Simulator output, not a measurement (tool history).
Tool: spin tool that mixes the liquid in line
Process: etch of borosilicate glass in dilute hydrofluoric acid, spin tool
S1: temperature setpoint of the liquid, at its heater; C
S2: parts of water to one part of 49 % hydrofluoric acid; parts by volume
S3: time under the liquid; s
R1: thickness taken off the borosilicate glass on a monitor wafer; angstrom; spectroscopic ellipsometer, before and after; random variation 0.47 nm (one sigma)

{"run": 1, "hour": 0.0, "S1": 23, "S2": 85, "S3": 130, "R1": 356.88}
{"run": 2, "hour": 6.2, "S1": 24.5, "S2": 80, "S3": 130, "R1": 394.16}
{"run": 3, "hour": 15.2, "S1": 24.5, "S2": 80, "S3": 130, "R1": 399.06}
{"run": 4, "hour": 19.8, "S1": 26, "S2": 75, "S3": 130, "R1": 453}
{"run": 5, "hour": 28.4, "S1": 26, "S2": 75, "S3": 130, "R1": 451.34}
{"run": 6, "hour": 29.2, "S1": 27, "S2": 70, "S3": 130, "R1": 506.85}
{"run": 7, "hour": 30.3, "S1": 31, "S2": 60, "S3": 130, "R1": 698.95}
{"run": 8, "hour": 31.6, "S1": 30.5, "S2": 60, "S3": 130, "R1": 692.81}
{"hour": 35.3, "done": "hydrofluoric acid flow meter replaced"}
{"run": 9, "hour": 35.3, "S1": 30, "S2": 60, "S3": 130, "R1": 762.98}
{"run": 10, "hour": 40.9, "S1": 29.5, "S2": 60, "S3": 130, "R1": 750.36}

The next listed run, before its measurement:
{"run": 11, "hour": 48.1, "S1": 28.5, "S2": 60, "S3": 130, "R1": "?"}

R1: 716.17 angstrom

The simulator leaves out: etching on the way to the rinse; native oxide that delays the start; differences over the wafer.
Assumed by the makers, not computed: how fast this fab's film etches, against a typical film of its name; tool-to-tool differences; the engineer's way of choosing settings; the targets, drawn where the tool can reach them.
